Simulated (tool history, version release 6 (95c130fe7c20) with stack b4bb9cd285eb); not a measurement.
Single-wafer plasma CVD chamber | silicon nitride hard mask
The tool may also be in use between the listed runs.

run  hour  heater temperature setpoint (°C)  chamber pressure (Pa)  RF power (W)  deposition time (s)  mean film thickness on the monitor wafer (Å)
  1   0.0                               395                    176           390                 45.7                                        644.96
  2   5.2                               395                    176           415                 45.7                                        667.99
  3   7.4                               403                    176           415                 45.7                                        665.50
  4  12.3                               403                    191           425                 45.8                                        700.06
  5  18.3                               403                    191           425                 45.7                                        700.61
  6  26.4                               407                    191           425                 45.7                                        699.82

Run 7, settings as shown, results not yet in. Your forecast:
  7  28.6                               407                    200           430                 45.7                                             ?

mean film thickness on the monitor wafer (Å): 718.85

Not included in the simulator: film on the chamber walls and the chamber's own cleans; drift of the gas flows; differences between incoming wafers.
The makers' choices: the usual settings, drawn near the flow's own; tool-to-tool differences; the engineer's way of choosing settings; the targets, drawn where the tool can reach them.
